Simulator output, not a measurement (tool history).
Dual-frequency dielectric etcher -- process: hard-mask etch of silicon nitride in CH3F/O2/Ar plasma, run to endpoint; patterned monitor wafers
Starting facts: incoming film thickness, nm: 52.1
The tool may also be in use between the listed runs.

run 1 day=0.000 | source_power_(W)=450 bias_power_(W)=76 | endpoint_time_(s)=64.032
run 2 day=0.062 | source_power_(W)=510 bias_power_(W)=76 | endpoint_time_(s)=60.976
run 3 day=0.100 | source_power_(W)=440 bias_power_(W)=67 | endpoint_time_(s)=68.884
run 4 day=0.267 | source_power_(W)=370 bias_power_(W)=67 | endpoint_time_(s)=75.944
run 5 day=0.567 | source_power_(W)=370 bias_power_(W)=72 | endpoint_time_(s)=72.163
run 6 day=0.746 | source_power_(W)=420 bias_power_(W)=72 | endpoint_time_(s)=67.845
run 7 day=1.025 | source_power_(W)=380 bias_power_(W)=69 | endpoint_time_(s)=72.567

Run 8 comes next. What will it give?
run 8 day=1.225 | source_power_(W)=350 bias_power_(W)=67 | endpoint_time_(s)=?

Run 8 yielded endpoint time (s) 76.412.
